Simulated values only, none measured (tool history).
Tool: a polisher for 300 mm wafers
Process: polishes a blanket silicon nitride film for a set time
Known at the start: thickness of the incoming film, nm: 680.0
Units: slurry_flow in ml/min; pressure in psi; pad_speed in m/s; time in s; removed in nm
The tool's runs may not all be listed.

Run 1, hour 0.0: slurry_flow 270 ml/min, pressure 2.8 psi, pad_speed 1.18 m/s, time 40 s. Result: removed 63.598 nm.
Run 2, hour 8.8: slurry_flow 240 ml/min, pressure 2.8 psi, pad_speed 1.18 m/s, time 40 s. Result: removed 62.895 nm.
Run 3, hour 17.0: slurry_flow 245 ml/min, pressure 2.9 psi, pad_speed 1.18 m/s, time 40 s. Result: removed 65.374 nm.
Run 4, hour 25.9: slurry_flow 205 ml/min, pressure 2.9 psi, pad_speed 1.18 m/s, time 40 s. Result: removed 64.348 nm.
Run 5, hour 30.1: slurry_flow 205 ml/min, pressure 2.9 psi, pad_speed 1.18 m/s, time 40 s. Result: removed 63.498 nm.
Run 6, hour 35.9: slurry_flow 205 ml/min, pressure 2.9 psi, pad_speed 1.32 m/s, time 40 s. Result: removed 69.252 nm.
Run 7, hour 38.9: slurry_flow 225 ml/min, pressure 3.0 psi, pad_speed 1.32 m/s, time 40 s. Result: removed 72.598 nm.
Run 8, hour 42.4: slurry_flow 225 ml/min, pressure 3.0 psi, pad_speed 1.32 m/s, time 40 s. Result: removed 73.041 nm.
Run 9, hour 45.5: slurry_flow 240 ml/min, pressure 3.0 psi, pad_speed 1.32 m/s, time 40 s. Result: removed 73.710 nm.
Run 10, hour 52.7: slurry_flow 255 ml/min, pressure 3.0 psi, pad_speed 1.32 m/s, time 40 s. Result: removed 73.608 nm.
Run 11, hour 59.8: slurry_flow 265 ml/min, pressure 3.0 psi, pad_speed 1.32 m/s, time 40 s. Result: removed 74.634 nm.
Run 12, hour 68.5: slurry_flow 280 ml/min, pressure 3.0 psi, pad_speed 1.32 m/s, time 40 s. Result: removed 74.979 nm.
Run 13, hour 75.0: slurry_flow 290 ml/min, pressure 3.0 psi, pad_speed 1.32 m/s, time 40 s. Result: removed 75.937 nm.

The next listed run, before its measurement:
Run 14, hour 75.8: slurry_flow 300 ml/min, pressure 3.0 psi, pad_speed 1.32 m/s, time 40 s. Result: removed ?.

removed: 75.800 nm

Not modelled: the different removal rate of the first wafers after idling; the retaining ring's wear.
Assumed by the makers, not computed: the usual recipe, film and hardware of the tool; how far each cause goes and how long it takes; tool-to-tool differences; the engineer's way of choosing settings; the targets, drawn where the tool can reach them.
